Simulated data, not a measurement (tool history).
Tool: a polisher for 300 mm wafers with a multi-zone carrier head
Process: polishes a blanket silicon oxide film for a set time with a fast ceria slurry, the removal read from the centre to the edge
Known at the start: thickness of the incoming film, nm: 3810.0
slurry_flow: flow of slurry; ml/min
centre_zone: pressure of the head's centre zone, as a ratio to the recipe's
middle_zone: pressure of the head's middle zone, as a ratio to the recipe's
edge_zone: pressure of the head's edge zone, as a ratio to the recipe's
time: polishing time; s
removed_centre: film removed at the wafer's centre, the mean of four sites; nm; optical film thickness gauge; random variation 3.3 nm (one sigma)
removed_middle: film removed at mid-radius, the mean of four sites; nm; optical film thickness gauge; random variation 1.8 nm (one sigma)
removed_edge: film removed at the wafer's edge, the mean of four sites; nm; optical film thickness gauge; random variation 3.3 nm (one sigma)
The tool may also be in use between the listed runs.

run	hour	slurry_flow	centre_zone	middle_zone	edge_zone	time	removed_centre	removed_middle	removed_edge
1	0.0	225	1.00	1.00	1.00	32	335.75	340.81	349.74
2	1.6	225	1.00	0.99	0.98	31	331.59	325.34	320.98
3	5.4	225	1.00	0.91	0.98	31	326.97	306.97	331.47
4	11.0	225	1.00	0.91	0.98	35	367.75	348.59	368.76
# hour 18.5: edge zone pressure recalibrated
5	18.5	220	0.99	0.91	0.96	34	352.87	336.54	368.31
6	22.1	220	0.99	0.91	1.01	34	355.24	340.43	371.85

The next listed run, before its measurement:
7	25.3	225	0.99	0.92	1.00	33	?	?	?

removed_centre: 339.50 nm
removed_middle: 328.79 nm
removed_edge: 360.65 nm

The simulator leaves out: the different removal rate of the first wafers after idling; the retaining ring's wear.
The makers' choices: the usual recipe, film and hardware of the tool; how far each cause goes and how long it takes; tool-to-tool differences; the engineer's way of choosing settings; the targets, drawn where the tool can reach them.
